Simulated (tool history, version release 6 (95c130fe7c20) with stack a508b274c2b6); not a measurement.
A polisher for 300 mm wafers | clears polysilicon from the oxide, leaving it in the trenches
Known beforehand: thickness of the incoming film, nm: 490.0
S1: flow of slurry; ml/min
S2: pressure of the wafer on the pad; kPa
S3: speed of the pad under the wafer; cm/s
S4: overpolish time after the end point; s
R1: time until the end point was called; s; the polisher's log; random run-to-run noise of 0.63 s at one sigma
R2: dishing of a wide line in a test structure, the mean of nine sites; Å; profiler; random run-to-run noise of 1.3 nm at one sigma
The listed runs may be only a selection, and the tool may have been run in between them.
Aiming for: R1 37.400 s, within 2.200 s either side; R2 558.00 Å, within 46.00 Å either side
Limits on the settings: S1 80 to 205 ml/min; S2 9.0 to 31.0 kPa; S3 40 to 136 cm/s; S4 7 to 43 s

run,hour,S1,S2,S3,S4,R1,R2
1,0.0,135,20.0,88,22,32.312,757.59
2,3.2,110,20.0,88,22,33.210,745.19
3,7.8,100,19.3,88,17,34.882,709.09
4,10.2,100,23.4,88,17,30.697,717.43
5,12.0,130,23.4,88,17,29.314,733.62
6,17.1,115,22.8,86,14,30.657,761.48
7,23.3,105,19.3,94,24,32.852,729.44
8,27.4,95,15.9,104,18,34.424,734.41
9,36.0,90,19.3,88,14,36.190,701.17

Exactly one of the 5 candidate moves below puts every result within its allowed miss. Which one?
A,44.6,205,10.3,108,17,?,?
B,44.6,205,13.1,94,20,?,?
C,44.6,80,25.5,74,7,?,?
D,44.6,90,22.1,88,10,?,?
E,44.6,90,15.2,98,16,?,?

move,R1,R2
A,35.292,716.62
B,36.185,725.51
C,37.025,552.66
D,33.368,655.65
E,37.326,706.23
A: misses by more than the last run did
B: misses by more than the last run did
C: meets every target
D: gains on the last run, yet a result remains outside its allowed miss
E: about as far from the targets as the last run
The move that meets every target is C.
